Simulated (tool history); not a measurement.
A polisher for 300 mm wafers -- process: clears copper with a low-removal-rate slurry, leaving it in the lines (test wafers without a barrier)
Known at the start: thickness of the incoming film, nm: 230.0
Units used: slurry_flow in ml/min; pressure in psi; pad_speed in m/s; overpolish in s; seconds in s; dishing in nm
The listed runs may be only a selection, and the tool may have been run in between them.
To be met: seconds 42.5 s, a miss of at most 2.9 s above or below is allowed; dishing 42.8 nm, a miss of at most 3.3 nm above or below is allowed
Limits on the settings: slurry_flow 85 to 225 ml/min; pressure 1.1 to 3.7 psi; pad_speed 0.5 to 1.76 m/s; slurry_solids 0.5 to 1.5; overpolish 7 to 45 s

run  hour  slurry_flow  pressure  pad_speed  slurry_solids  overpolish  seconds  dishing
  1     0          145       2.4       1.12              1          23   74.694   46.461
  2   5.8          145       2.4       1.12            0.9          23   75.079   45.912
  3   7.1          145       2.8       1.16            0.9          18   64.266   44.224
  4  14.8          145       3.1        1.2            0.9          14    55.48   38.027
  5  17.4          145       3.1        1.2            0.9          21   55.301   52.954
  6  24.6          125       3.1        1.2            0.9          21    56.23   51.768
  7  28.7          125       3.3       1.22            0.9          18    50.33   52.345
  8  36.5          125       3.4       1.24            0.9          15   48.643   47.282
  9  38.3          125       3.5       1.26            0.9          13   47.752   42.097

Which one of the following 5 next-run settings gets every result inside its allowed miss? There is exactly one.
  A  40.1          140       2.9        1.2            1.1          15        ?        ?
  B  40.1          145       3.6       1.06            0.6          16        ?        ?
  C  40.1          110       3.7       1.26           1.15          12        ?        ?
  D  40.1          135       3.6        1.1              1          14        ?        ?
  E  40.1           90       3.3       1.18            1.1          14        ?        ?

move  seconds  dishing
   A   57.032   41.555
   B   58.239   43.676
   C   44.367   43.194
   D   51.558   43.261
   E   55.592   40.447
A: the biggest miss grows against the last run
B: the biggest miss grows against the last run
C: every result within its allowed miss
D: the biggest miss grows against the last run
E: the biggest miss grows against the last run
Move C is the one to make.

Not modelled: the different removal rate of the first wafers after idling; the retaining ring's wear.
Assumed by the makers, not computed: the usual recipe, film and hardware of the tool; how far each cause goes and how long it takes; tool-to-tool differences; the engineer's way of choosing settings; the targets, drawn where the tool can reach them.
